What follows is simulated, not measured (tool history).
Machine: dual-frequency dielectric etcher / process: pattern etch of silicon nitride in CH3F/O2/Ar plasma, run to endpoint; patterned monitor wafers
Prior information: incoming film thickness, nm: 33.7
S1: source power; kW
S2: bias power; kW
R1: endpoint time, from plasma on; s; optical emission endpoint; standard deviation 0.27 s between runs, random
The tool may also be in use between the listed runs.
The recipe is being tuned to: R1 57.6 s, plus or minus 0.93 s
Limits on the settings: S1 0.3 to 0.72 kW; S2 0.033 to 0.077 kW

Run 1, hour 0: S1 0.51 kW, S2 0.055 kW. Result: R1 52.633 s.
Run 2, hour 7.3: S1 0.46 kW, S2 0.055 kW. Result: R1 53.89 s.
Run 3, hour 9.3: S1 0.43 kW, S2 0.054 kW. Result: R1 55.478 s.
Run 4, hour 11.2: S1 0.52 kW, S2 0.054 kW. Result: R1 52.867 s.
Run 5, hour 19.5: S1 0.52 kW, S2 0.058 kW. Result: R1 51.476 s.
Run 6, hour 22.4: S1 0.52 kW, S2 0.052 kW. Result: R1 53.34 s.
Run 7, hour 23: S1 0.49 kW, S2 0.051 kW. Result: R1 54.316 s.
Run 8, hour 30.2: S1 0.46 kW, S2 0.05 kW. Result: R1 56.08 s.
Run 9, hour 35.7: S1 0.45 kW, S2 0.05 kW. Result: R1 56.655 s.
Run 10, hour 38.8: S1 0.44 kW, S2 0.05 kW. Result: R1 56.224 s.

Consider the 4 candidate settings below. Which is the only one whose results all fall within their allowed miss of target?
Run A, hour 41.9: S1 0.45 kW, S2 0.04 kW. Result: R1 ?.
Run B, hour 41.9: S1 0.42 kW, S2 0.044 kW. Result: R1 ?.
Run C, hour 41.9: S1 0.55 kW, S2 0.039 kW. Result: R1 ?.
Run D, hour 41.9: S1 0.43 kW, S2 0.044 kW. Result: R1 ?.

move      R1
   A  60.634
   B  59.901
   C  57.807
   D  59.535
A: pushes the last run's worst result past its target
B: pushes the last run's worst result past its target
C: all results land within tolerance of their targets
D: pushes the last run's worst result past its target
Correct choice: C, which meets every target
